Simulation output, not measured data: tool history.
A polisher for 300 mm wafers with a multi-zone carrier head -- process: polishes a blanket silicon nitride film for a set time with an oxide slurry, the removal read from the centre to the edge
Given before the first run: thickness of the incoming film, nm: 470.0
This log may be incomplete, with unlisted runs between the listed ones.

| run | hour | flow of slurry (ml/min) | pressure of the head's centre zone | pressure of the head's middle zone | pressure of the head's edge zone | abrasive content of the slurry | polishing time (s) | film removed at the wafer's centre (angstrom) | film removed at mid-radius (angstrom) | film removed at the wafer's edge (angstrom) |
|---|---|---|---|---|---|---|---|---|---|---|
| 1 | 0.0 | 190 | 1.00 | 1.00 | 1.00 | 1.00 | 55 | 322.28 | 326.22 | 316.88 |
| 2 | 5.3 | 190 | 1.00 | 1.00 | 0.93 | 1.00 | 55 | 317.29 | 324.45 | 304.98 |
| 3 | 6.6 | 155 | 1.00 | 1.00 | 0.93 | 1.00 | 55 | 309.79 | 319.69 | 299.26 |
| 4 | 14.1 | 155 | 1.02 | 0.98 | 0.92 | 0.90 | 52 | 296.47 | 281.03 | 272.07 |
| 5 | 17.3 | 155 | 1.02 | 0.98 | 0.88 | 0.90 | 52 | 288.68 | 276.79 | 263.75 |
| 6 | 22.5 | 155 | 1.02 | 0.98 | 0.87 | 0.85 | 50 | 271.95 | 266.47 | 247.26 |
| 7 | 28.8 | 155 | 1.02 | 0.97 | 0.86 | 0.80 | 48 | 251.65 | 243.93 | 233.71 |
| 8 | 29.9 | 150 | 1.03 | 0.97 | 0.85 | 0.75 | 46 | 230.51 | 227.61 | 211.61 |
| 9 | 37.0 | 150 | 1.04 | 0.96 | 0.84 | 0.70 | 45 | 225.18 | 214.23 | 200.58 |
| 10 | 39.0 | 145 | 1.06 | 0.90 | 0.82 | 0.50 | 41 | 183.29 | 158.75 | 154.65 |
| 11 | 40.8 | 150 | 1.06 | 0.91 | 0.83 | 0.50 | 41 | 185.16 | 163.96 | 159.82 |

Run 12, settings as shown, results not yet in. Your forecast:
| 12 | 43.9 | 155 | 1.06 | 0.91 | 0.83 | 0.50 | 41 | ? | ? | ? |

film removed at the wafer's centre (angstrom): 181.71
film removed at mid-radius (angstrom): 163.24
film removed at the wafer's edge (angstrom): 159.79
